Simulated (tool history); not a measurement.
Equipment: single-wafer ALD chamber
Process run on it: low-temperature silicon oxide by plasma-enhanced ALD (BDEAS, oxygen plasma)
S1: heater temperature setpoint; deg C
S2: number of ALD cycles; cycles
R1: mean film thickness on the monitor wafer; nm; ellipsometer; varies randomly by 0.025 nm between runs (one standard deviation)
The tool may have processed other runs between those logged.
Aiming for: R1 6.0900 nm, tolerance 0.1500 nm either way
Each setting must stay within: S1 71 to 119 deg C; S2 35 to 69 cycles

{"run": 1, "hour": 0.0, "S1": 95, "S2": 52, "R1": 7.6809}
{"run": 2, "hour": 6.1, "S1": 95, "S2": 58, "R1": 8.5839}
{"run": 3, "hour": 10.7, "S1": 95, "S2": 62, "R1": 9.1855}
{"run": 4, "hour": 17.5, "S1": 87, "S2": 62, "R1": 9.4523}
{"run": 5, "hour": 26.0, "S1": 89, "S2": 60, "R1": 9.0767}
{"run": 6, "hour": 28.2, "S1": 91, "S2": 58, "R1": 8.7459}
{"run": 7, "hour": 36.5, "S1": 93, "S2": 56, "R1": 8.2806}
{"run": 8, "hour": 44.4, "S1": 94, "S2": 55, "R1": 8.2022}
{"run": 9, "hour": 47.5, "S1": 95, "S2": 53, "R1": 7.7702}
{"run": 10, "hour": 53.5, "S1": 95, "S2": 53, "R1": 7.8682}
{"run": 11, "hour": 59.8, "S1": 96, "S2": 52, "R1": 7.6293}
{"run": 12, "hour": 64.4, "S1": 97, "S2": 51, "R1": 7.459}

Which one of the following 4 next-run settings gets every result inside its allowed miss? There is exactly one.
{"run": "A", "hour": 69.0, "S1": 101, "S2": 42, "R1": "?"}
{"run": "B", "hour": 69.0, "S1": 97, "S2": 43, "R1": "?"}
{"run": "C", "hour": 69.0, "S1": 106, "S2": 45, "R1": "?"}
{"run": "D", "hour": 69.0, "S1": 92, "S2": 55, "R1": "?"}

move=A R1=6.0670
move=B R1=6.2896
move=C R1=6.4427
move=D R1=8.1856
A: every result within its allowed miss
B: moves toward the targets from the last run without getting all of them in spec
C: moves toward the targets from the last run without getting all of them in spec
D: further off than the last run
The move that meets every target is A.
